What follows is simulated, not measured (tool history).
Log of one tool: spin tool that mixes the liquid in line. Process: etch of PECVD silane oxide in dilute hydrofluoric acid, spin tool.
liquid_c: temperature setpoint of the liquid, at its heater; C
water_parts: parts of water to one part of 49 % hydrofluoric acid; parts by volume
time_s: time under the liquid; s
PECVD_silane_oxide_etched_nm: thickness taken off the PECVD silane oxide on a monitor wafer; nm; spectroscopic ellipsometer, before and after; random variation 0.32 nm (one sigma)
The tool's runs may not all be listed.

run  hour  liquid_c  water_parts  time_s  PECVD_silane_oxide_etched_nm
  1   0.0      22.0          175     315                        42.795
  2   8.0      23.0          165     315                        47.504
  3   8.9      24.0          155     315                        53.568
  4  15.7      25.0          145     315                        59.849
  5  20.7      25.5          140     315                        63.724
  6  28.8      26.0          135     315                        67.808

Forecast run 7:
  7  31.2      30.0           90     315                             ?

Run 7 gave PECVD_silane_oxide_etched_nm 125.320 nm.
